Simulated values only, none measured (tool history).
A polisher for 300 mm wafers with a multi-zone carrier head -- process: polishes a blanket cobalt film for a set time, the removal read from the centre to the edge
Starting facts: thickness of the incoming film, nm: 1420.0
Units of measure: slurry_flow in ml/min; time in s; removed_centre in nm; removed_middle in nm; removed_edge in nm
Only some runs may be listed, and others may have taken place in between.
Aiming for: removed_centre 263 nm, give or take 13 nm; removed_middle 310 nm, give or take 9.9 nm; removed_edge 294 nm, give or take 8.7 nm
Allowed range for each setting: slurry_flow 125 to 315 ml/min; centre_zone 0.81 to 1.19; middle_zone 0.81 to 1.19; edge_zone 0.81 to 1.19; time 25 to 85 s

run 1 day=0 | slurry_flow=205 centre_zone=1 middle_zone=1 edge_zone=1 time=55 | removed_centre=218.42 removed_middle=225.91 removed_edge=214.89
run 2 day=0.238 | slurry_flow=210 centre_zone=0.99 middle_zone=1.02 edge_zone=1.03 time=57 | removed_centre=226.4 removed_middle=237.21 removed_edge=227.38
run 3 day=0.338 | slurry_flow=210 centre_zone=0.99 middle_zone=1.02 edge_zone=1.03 time=70 | removed_centre=282.12 removed_middle=293.74 removed_edge=278.85
run 4 day=0.542 | slurry_flow=240 centre_zone=0.99 middle_zone=1.02 edge_zone=1.03 time=70 | removed_centre=293.62 removed_middle=299.45 removed_edge=278.81
run 5 day=0.671 | slurry_flow=240 centre_zone=0.99 middle_zone=1.02 edge_zone=1.11 time=70 | removed_centre=278.52 removed_middle=299.41 removed_edge=290.35
run 6 day=0.812 | slurry_flow=205 centre_zone=0.99 middle_zone=1.02 edge_zone=1.11 time=70 | removed_centre=280.4 removed_middle=292.09 removed_edge=285.35
run 7 day=1.104 | slurry_flow=210 centre_zone=0.98 middle_zone=1.03 edge_zone=1.12 time=70 | removed_centre=276.66 removed_middle=294.59 removed_edge=291.24
run 8 day=1.262 | slurry_flow=215 centre_zone=0.97 middle_zone=1.04 edge_zone=1.12 time=70 | removed_centre=277.8 removed_middle=298.26 removed_edge=285.7
run 9 day=1.342 | slurry_flow=220 centre_zone=0.95 middle_zone=1.04 edge_zone=1.13 time=70 | removed_centre=266.25 removed_middle=296.16 removed_edge=295.92

5 candidate next runs follow, results not yet known. Just one meets every target within its allowed miss. Identify it.
run A day=1.421 | slurry_flow=200 centre_zone=0.91 middle_zone=0.99 edge_zone=1.1 time=71 | removed_centre=? removed_middle=? removed_edge=?
run B day=1.421 | slurry_flow=260 centre_zone=0.98 middle_zone=1.03 edge_zone=1.13 time=67 | removed_centre=? removed_middle=? removed_edge=?
run C day=1.421 | slurry_flow=220 centre_zone=0.94 middle_zone=0.94 edge_zone=1.15 time=71 | removed_centre=? removed_middle=? removed_edge=?
run D day=1.421 | slurry_flow=200 centre_zone=0.94 middle_zone=1.02 edge_zone=1.19 time=68 | removed_centre=? removed_middle=? removed_edge=?
run E day=1.421 | slurry_flow=255 centre_zone=0.93 middle_zone=1.09 edge_zone=1.16 time=69 | removed_centre=? removed_middle=? removed_edge=?

move=A removed_centre=254.27 removed_middle=290.54 removed_edge=289.05
move=B removed_centre=267.31 removed_middle=291.9 removed_edge=282.54
move=C removed_centre=266 removed_middle=281.3 removed_edge=298.4
move=D removed_centre=251.67 removed_middle=285.29 removed_edge=288.18
move=E removed_centre=260.66 removed_middle=314.9 removed_edge=294.25
A: further off than the last run
B: further off than the last run
C: further off than the last run
D: further off than the last run
E: every result lands within tolerance
The right move is E.
